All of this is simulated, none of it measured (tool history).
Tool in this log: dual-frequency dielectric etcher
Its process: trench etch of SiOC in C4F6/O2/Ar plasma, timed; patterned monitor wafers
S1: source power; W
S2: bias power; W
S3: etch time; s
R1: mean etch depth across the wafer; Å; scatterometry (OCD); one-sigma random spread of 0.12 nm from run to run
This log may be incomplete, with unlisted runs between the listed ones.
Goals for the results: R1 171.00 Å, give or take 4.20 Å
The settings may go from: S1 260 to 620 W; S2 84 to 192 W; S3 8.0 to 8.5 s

run,day,S1,S2,S3,R1
1,0.000,440,138,8.5,145.94
2,0.138,440,138,8.0,134.54
3,0.217,480,148,8.0,142.32
4,0.421,480,160,8.0,143.83
5,0.521,480,160,8.0,144.53
6,0.588,540,160,8.0,149.59
7,0.862,560,169,8.0,153.64
8,1.004,580,175,8.0,156.38
9,1.321,590,180,8.0,157.42
10,1.354,590,180,8.0,156.49
11,1.483,600,183,8.0,157.24
12,1.762,610,186,8.0,160.38
13,1.979,610,188,8.0,160.19
14,2.346,610,189,8.0,160.21
15,2.433,610,189,8.0,161.36
16,2.612,610,190,8.0,161.01
17,2.829,610,191,8.0,161.65

Which single option among these 4 for the next run brings every result within its allowed miss of target? Just one does.
A,3.046,600,192,8.5,?
B,3.046,600,190,8.0,?
C,3.046,610,184,8.0,?
D,3.046,620,183,8.0,?

move,R1
A,170.26
B,159.90
C,159.79
D,160.52
A: every result lands within tolerance
B: its largest miss is bigger than the last run's
C: its largest miss is bigger than the last run's
D: its largest miss is bigger than the last run's
Answer: A

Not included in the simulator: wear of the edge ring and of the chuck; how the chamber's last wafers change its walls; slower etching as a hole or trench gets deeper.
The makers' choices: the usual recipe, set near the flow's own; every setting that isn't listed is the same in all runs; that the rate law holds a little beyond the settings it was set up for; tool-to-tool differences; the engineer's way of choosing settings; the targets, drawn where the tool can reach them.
